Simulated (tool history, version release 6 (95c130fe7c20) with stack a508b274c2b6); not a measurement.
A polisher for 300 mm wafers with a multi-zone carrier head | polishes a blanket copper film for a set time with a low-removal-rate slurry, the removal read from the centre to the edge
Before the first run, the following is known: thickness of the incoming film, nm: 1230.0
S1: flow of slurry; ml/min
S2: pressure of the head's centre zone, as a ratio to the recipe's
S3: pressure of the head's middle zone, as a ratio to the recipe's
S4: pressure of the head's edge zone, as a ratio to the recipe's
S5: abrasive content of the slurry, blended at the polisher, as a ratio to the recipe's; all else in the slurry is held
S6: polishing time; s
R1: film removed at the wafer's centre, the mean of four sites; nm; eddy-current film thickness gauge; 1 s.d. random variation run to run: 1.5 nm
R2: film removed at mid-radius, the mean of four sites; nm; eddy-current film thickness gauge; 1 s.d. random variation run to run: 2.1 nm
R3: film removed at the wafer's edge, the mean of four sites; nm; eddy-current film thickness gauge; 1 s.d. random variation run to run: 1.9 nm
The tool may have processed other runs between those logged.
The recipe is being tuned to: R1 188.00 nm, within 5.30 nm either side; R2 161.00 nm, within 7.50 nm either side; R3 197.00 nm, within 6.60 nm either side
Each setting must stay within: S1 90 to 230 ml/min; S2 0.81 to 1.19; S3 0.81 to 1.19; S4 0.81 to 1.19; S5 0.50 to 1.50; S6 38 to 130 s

{"run": 1, "hour": 0.0, "S1": 150, "S2": 1.0, "S3": 1.0, "S4": 1.0, "S5": 1.0, "S6": 84, "R1": 223.42, "R2": 245.56, "R3": 246.34}
{"run": 2, "hour": 8.9, "S1": 145, "S2": 1.01, "S3": 0.96, "S4": 1.0, "S5": 0.9, "S6": 82, "R1": 210.6, "R2": 223.84, "R3": 236.84}
{"run": 3, "hour": 11.5, "S1": 145, "S2": 1.01, "S3": 0.96, "S4": 1.0, "S5": 0.9, "S6": 102, "R1": 264.62, "R2": 289.85, "R3": 293.93}
{"run": 4, "hour": 20.1, "S1": 145, "S2": 1.03, "S3": 0.93, "S4": 1.0, "S5": 0.85, "S6": 96, "R1": 250.54, "R2": 260.99, "R3": 270.92}
{"run": 5, "hour": 28.6, "S1": 145, "S2": 0.97, "S3": 0.93, "S4": 1.0, "S5": 0.85, "S6": 96, "R1": 237.2, "R2": 265.3, "R3": 273.78}
{"run": 6, "hour": 34.3, "S1": 145, "S2": 0.97, "S3": 1.01, "S4": 1.0, "S5": 0.85, "S6": 96, "R1": 240.21, "R2": 274.12, "R3": 274.25}
{"hour": 41.5, "done": "centre zone pressure recalibrated"}
{"run": 7, "hour": 41.5, "S1": 140, "S2": 1.0, "S3": 0.98, "S4": 1.01, "S5": 0.8, "S6": 92, "R1": 255.12, "R2": 250.08, "R3": 259.5}
{"run": 8, "hour": 47.9, "S1": 140, "S2": 1.0, "S3": 0.98, "S4": 1.01, "S5": 0.8, "S6": 92, "R1": 256.84, "R2": 250.69, "R3": 258.82}
{"run": 9, "hour": 55.6, "S1": 130, "S2": 0.98, "S3": 0.95, "S4": 1.01, "S5": 0.75, "S6": 88, "R1": 231.04, "R2": 225.99, "R3": 244.74}
{"run": 10, "hour": 64.3, "S1": 130, "S2": 0.98, "S3": 0.95, "S4": 1.01, "S5": 0.75, "S6": 88, "R1": 229.51, "R2": 230.26, "R3": 239.59}
{"run": 11, "hour": 71.7, "S1": 130, "S2": 0.98, "S3": 0.92, "S4": 1.03, "S5": 0.7, "S6": 84, "R1": 216.82, "R2": 203.47, "R3": 228.27}
{"run": 12, "hour": 75.8, "S1": 130, "S2": 0.98, "S3": 0.92, "S4": 1.03, "S5": 0.7, "S6": 84, "R1": 218.72, "R2": 208.68, "R3": 230.63}
{"run": 13, "hour": 82.7, "S1": 125, "S2": 0.98, "S3": 0.9, "S4": 1.03, "S5": 0.65, "S6": 82, "R1": 206.01, "R2": 198.63, "R3": 217.42}
{"run": 14, "hour": 91.6, "S1": 115, "S2": 1.07, "S3": 0.81, "S4": 1.13, "S5": 0.5, "S6": 72, "R1": 181.58, "R2": 144.63, "R3": 189.2}
{"run": 15, "hour": 99.8, "S1": 120, "S2": 1.07, "S3": 0.82, "S4": 1.13, "S5": 0.5, "S6": 72, "R1": 179.79, "R2": 145.32, "R3": 189.08}
{"run": 16, "hour": 106.2, "S1": 125, "S2": 1.07, "S3": 0.83, "S4": 1.13, "S5": 0.5, "S6": 72, "R1": 184.98, "R2": 151.34, "R3": 193.01}

5 next moves are on the table. One of them brings every result within its allowed miss. Which?
{"run": "A", "hour": 112.6, "S1": 105, "S2": 1.06, "S3": 0.86, "S4": 1.08, "S5": 0.5, "S6": 78, "R1": "?", "R2": "?", "R3": "?"}
{"run": "B", "hour": 112.6, "S1": 120, "S2": 1.11, "S3": 0.9, "S4": 1.03, "S5": 0.5, "S6": 73, "R1": "?", "R2": "?", "R3": "?"}
{"run": "C", "hour": 112.6, "S1": 90, "S2": 1.07, "S3": 0.81, "S4": 1.18, "S5": 0.55, "S6": 79, "R1": "?", "R2": "?", "R3": "?"}
{"run": "D", "hour": 112.6, "S1": 145, "S2": 0.99, "S3": 0.94, "S4": 1.15, "S5": 0.6, "S6": 69, "R1": "?", "R2": "?", "R3": "?"}
{"run": "E", "hour": 112.6, "S1": 110, "S2": 0.99, "S3": 0.9, "S4": 1.19, "S5": 0.65, "S6": 72, "R1": "?", "R2": "?", "R3": "?"}

move=A R1=186.12 R2=158.45 R3=195.05
move=B R1=189.84 R2=160.09 R3=183.04
move=C R1=182.22 R2=147.81 R3=203.80
move=D R1=177.98 R2=171.03 R3=196.47
move=E R1=174.33 R2=163.24 R3=202.33
A: in spec on every target
B: brings the result that was furthest off to its target, and leaves another outside
C: further off than the last run
D: moves the result that the last run missed by most past its target, out the other side
E: brings the result that was furthest off to its target, and leaves another outside
The move that meets every target is A.
